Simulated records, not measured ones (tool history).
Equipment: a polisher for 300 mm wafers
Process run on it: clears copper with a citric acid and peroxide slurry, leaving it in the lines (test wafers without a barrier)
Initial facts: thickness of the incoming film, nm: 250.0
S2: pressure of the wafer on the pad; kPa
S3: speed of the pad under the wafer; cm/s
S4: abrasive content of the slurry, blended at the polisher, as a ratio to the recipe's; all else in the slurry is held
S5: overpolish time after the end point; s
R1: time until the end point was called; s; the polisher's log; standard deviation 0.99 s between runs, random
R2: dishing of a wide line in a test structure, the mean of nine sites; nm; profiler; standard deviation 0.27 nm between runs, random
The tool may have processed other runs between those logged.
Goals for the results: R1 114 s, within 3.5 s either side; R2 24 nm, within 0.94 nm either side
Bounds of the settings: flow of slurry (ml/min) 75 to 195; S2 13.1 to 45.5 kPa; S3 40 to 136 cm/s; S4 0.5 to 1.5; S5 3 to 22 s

Run 1, hour 0: flow of slurry (ml/min) 125, S2 29 kPa, S3 88 cm/s, S4 1, S5 11 s. Result: R1 81.597 s, R2 26.613 nm.
Run 2, hour 2.9: flow of slurry (ml/min) 150, S2 29 kPa, S3 88 cm/s, S4 1, S5 11 s. Result: R1 79.363 s, R2 26.402 nm.
Run 3, hour 3.5: flow of slurry (ml/min) 145, S2 27.6 kPa, S3 88 cm/s, S4 1, S5 11 s. Result: R1 82.599 s, R2 26.087 nm.
Run 4, hour 5.1: flow of slurry (ml/min) 140, S2 26.2 kPa, S3 88 cm/s, S4 1, S5 11 s. Result: R1 87.72 s, R2 24.176 nm.
Run 5, hour 5.7: flow of slurry (ml/min) 140, S2 31.7 kPa, S3 88 cm/s, S4 1, S5 11 s. Result: R1 74.501 s, R2 28.556 nm.
Run 6, hour 8.4: flow of slurry (ml/min) 135, S2 29.6 kPa, S3 88 cm/s, S4 1, S5 11 s. Result: R1 78.447 s, R2 26.629 nm.
Run 7, hour 9.3: flow of slurry (ml/min) 130, S2 28.3 kPa, S3 88 cm/s, S4 1, S5 11 s. Result: R1 82.829 s, R2 25.712 nm.
Run 8, hour 16: flow of slurry (ml/min) 125, S2 26.9 kPa, S3 88 cm/s, S4 1, S5 11 s. Result: R1 84.776 s, R2 25.18 nm.
Run 9, hour 24.4: flow of slurry (ml/min) 125, S2 25.5 kPa, S3 88 cm/s, S4 1, S5 11 s. Result: R1 89.103 s, R2 23.459 nm.
Run 10, hour 32.6: flow of slurry (ml/min) 125, S2 24.1 kPa, S3 88 cm/s, S4 1, S5 12 s. Result: R1 93.278 s, R2 25.023 nm.
Run 11, hour 35.1: flow of slurry (ml/min) 125, S2 23.4 kPa, S3 88 cm/s, S4 1, S5 12 s. Result: R1 94.334 s, R2 24.692 nm.

4 next moves are on the table. One of them brings every result within its allowed miss. Which?
Run A, hour 37.6: flow of slurry (ml/min) 95, S2 30.3 kPa, S3 78 cm/s, S4 1.2, S5 12 s. Result: R1 ?, R2 ?.
Run B, hour 37.6: flow of slurry (ml/min) 130, S2 25.5 kPa, S3 68 cm/s, S4 1, S5 14 s. Result: R1 ?, R2 ?.
Run C, hour 37.6: flow of slurry (ml/min) 165, S2 24.8 kPa, S3 118 cm/s, S4 1, S5 9 s. Result: R1 ?, R2 ?.
Run D, hour 37.6: flow of slurry (ml/min) 115, S2 21.4 kPa, S3 82 cm/s, S4 1.2, S5 12 s. Result: R1 ?, R2 ?.

move      R1      R2
   A   87.26  26.638
   B  114.02  23.985
   C  66.332   26.22
   D  105.16  22.372
A: misses by more than the last run did
B: each result inside its tolerance
C: misses by more than the last run did
D: nearer than the last run, and not there yet
B is the move that brings every result within its allowed miss.
